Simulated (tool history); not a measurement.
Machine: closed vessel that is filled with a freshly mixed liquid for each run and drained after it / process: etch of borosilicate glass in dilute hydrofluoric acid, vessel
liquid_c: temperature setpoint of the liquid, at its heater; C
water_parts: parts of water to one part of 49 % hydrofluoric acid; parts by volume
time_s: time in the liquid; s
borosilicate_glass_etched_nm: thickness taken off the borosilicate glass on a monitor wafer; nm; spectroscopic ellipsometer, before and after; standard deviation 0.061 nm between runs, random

run 1 hour=0 | liquid_c=25 water_parts=100 time_s=30 | borosilicate_glass_etched_nm=5.7839
run 2 hour=6 | liquid_c=26 water_parts=95 time_s=30 | borosilicate_glass_etched_nm=6.343
run 3 hour=15 | liquid_c=26 water_parts=70 time_s=30 | borosilicate_glass_etched_nm=8.8671
run 4 hour=19.5 | liquid_c=23.5 water_parts=70 time_s=30 | borosilicate_glass_etched_nm=7.9397
run 5 hour=26.9 | liquid_c=23.5 water_parts=70 time_s=30 | borosilicate_glass_etched_nm=8.0505
run 6 hour=35.7 | liquid_c=25 water_parts=70 time_s=30 | borosilicate_glass_etched_nm=8.4734
run 7 hour=43.5 | liquid_c=29 water_parts=65 time_s=30 | borosilicate_glass_etched_nm=10.8
run 8 hour=47.2 | liquid_c=29.5 water_parts=65 time_s=30 | borosilicate_glass_etched_nm=11.075

Estimate the outcome of run 9 from the log above:
run 9 hour=50.4 | liquid_c=30 water_parts=65 time_s=30 | borosilicate_glass_etched_nm=?

{"run 9": {"borosilicate_glass_etched_nm": 11.355}}
